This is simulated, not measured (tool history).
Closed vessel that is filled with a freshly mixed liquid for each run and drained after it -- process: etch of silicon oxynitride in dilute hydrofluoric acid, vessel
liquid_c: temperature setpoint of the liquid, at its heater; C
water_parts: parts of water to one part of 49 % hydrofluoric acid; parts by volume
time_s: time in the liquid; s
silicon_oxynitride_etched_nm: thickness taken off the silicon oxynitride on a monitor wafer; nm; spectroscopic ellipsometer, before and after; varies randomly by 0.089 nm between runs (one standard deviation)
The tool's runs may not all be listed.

run	hour	liquid_c	water_parts	time_s	silicon_oxynitride_etched_nm
1	0.0	26.0	200	515	13.5760
2	2.2	26.0	250	515	10.5900
3	3.9	26.5	250	515	10.7490
4	11.4	27.0	250	515	10.9120
5	18.9	24.0	250	515	9.6547
6	21.9	24.0	250	555	10.3950
7	30.5	24.5	250	555	10.6610

The next listed run, before its measurement:
8	35.6	25.0	250	555	?

{"run 8": {"silicon_oxynitride_etched_nm": 10.702}}

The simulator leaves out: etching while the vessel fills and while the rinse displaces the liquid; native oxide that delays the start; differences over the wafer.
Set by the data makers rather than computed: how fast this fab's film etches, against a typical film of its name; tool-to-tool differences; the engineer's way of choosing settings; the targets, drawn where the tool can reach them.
